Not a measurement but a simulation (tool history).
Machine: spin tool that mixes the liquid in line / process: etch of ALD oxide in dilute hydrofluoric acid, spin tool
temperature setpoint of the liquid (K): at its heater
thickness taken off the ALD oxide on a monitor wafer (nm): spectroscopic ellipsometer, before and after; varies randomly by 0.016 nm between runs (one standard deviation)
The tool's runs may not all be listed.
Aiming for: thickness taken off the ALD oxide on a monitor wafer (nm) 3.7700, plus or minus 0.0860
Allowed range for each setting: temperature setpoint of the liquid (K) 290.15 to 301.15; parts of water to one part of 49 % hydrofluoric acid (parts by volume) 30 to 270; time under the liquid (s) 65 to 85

run  hour  temperature setpoint of the liquid (K)  parts of water to one part of 49 % hydrofluoric acid (parts by volume)  time under the liquid (s)  thickness taken off the ALD oxide on a monitor wafer (nm)
  1   0.0                                  293.15                                                                     150                         85                                                     8.2587
  2   0.6                                  292.65                                                                     170                         85                                                     6.9865
  3   7.7                                  292.65                                                                     170                         85                                                     6.9585
  4   9.0                                  292.15                                                                     185                         85                                                     6.1930
  5   9.5                                  291.65                                                                     200                         85                                                     5.5749
  6  16.5                                  291.65                                                                     200                         65                                                     4.2571
  7  24.0                                  291.15                                                                     200                         65                                                     4.1861
  8  30.3                                  290.65                                                                     205                         65                                                     3.9970

Which of these 5 next moves meets every target?
  A  36.6                                  290.65                                                                     210                         75                                                          ?
  B  36.6                                  290.15                                                                     210                         65                                                          ?
  C  36.6                                  290.65                                                                     245                         85                                                          ?
  D  36.6                                  290.15                                                                     205                         70                                                          ?
  E  36.6                                  290.15                                                                     225                         75                                                          ?

move  thickness taken off the ALD oxide on a monitor wafer (nm)
   A                                                     4.4639
   B                                                     3.7948
   C                                                     4.1944
   D                                                     4.2065
   E                                                     4.0289
A: misses by more than the last run did
B: hits every target within its allowed miss
C: misses by more than the last run did
D: misses by more than the last run did
E: misses by more than the last run did
Move B is the one to make.
